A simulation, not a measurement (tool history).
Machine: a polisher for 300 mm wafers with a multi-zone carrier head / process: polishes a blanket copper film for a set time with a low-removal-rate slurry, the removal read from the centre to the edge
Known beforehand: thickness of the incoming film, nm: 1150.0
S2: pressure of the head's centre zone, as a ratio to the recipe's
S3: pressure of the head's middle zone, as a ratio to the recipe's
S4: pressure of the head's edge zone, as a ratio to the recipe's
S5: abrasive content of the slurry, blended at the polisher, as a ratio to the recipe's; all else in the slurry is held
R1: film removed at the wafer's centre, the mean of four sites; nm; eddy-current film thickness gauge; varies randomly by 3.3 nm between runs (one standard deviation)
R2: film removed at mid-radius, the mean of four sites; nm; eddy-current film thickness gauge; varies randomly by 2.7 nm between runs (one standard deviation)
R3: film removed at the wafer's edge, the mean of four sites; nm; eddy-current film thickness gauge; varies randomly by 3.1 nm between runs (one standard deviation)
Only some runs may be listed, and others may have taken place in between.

{"run": 1, "day": 0.0, "flow of slurry (ml/min)": 310, "S2": 1, "S3": 1, "S4": 1, "S5": 1, "polishing time (s)": 76, "R1": 348.18, "R2": 352, "R3": 343.33}
{"run": 2, "day": 0.092, "flow of slurry (ml/min)": 310, "S2": 1, "S3": 1, "S4": 1, "S5": 1.1, "polishing time (s)": 76, "R1": 362.86, "R2": 361.36, "R3": 357.57}
{"run": 3, "day": 0.442, "flow of slurry (ml/min)": 310, "S2": 1, "S3": 1.03, "S4": 1, "S5": 1.1, "polishing time (s)": 76, "R1": 360.15, "R2": 363.44, "R3": 353.07}
{"run": 4, "day": 0.571, "flow of slurry (ml/min)": 310, "S2": 1, "S3": 1.03, "S4": 1.05, "S5": 1.1, "polishing time (s)": 76, "R1": 356.19, "R2": 378.09, "R3": 372.39}
{"run": 5, "day": 0.808, "flow of slurry (ml/min)": 310, "S2": 1, "S3": 1.08, "S4": 1.05, "S5": 1.1, "polishing time (s)": 76, "R1": 357.42, "R2": 387.3, "R3": 364.66}
{"run": 6, "day": 0.867, "flow of slurry (ml/min)": 310, "S2": 1, "S3": 1.08, "S4": 1.05, "S5": 1.1, "polishing time (s)": 60, "R1": 280.87, "R2": 306.52, "R3": 286.39}
{"run": 7, "day": 0.938, "flow of slurry (ml/min)": 310, "S2": 1, "S3": 1.08, "S4": 1.05, "S5": 1.1, "polishing time (s)": 60, "R1": 282.13, "R2": 302.71, "R3": 287.47}
{"run": 8, "day": 1.088, "flow of slurry (ml/min)": 305, "S2": 1.08, "S3": 0.98, "S4": 1.04, "S5": 0.85, "polishing time (s)": 43, "R1": 202.33, "R2": 192.02, "R3": 192.61}

Run 9 is up next; what results do you expect?
{"run": 9, "day": 1.233, "flow of slurry (ml/min)": 305, "S2": 1.09, "S3": 0.96, "S4": 1.06, "S5": 0.9, "polishing time (s)": 43, "R1": "?", "R2": "?", "R3": "?"}

{"run 9": {"R1": 213.96, "R2": 190.35, "R3": 204.28}}
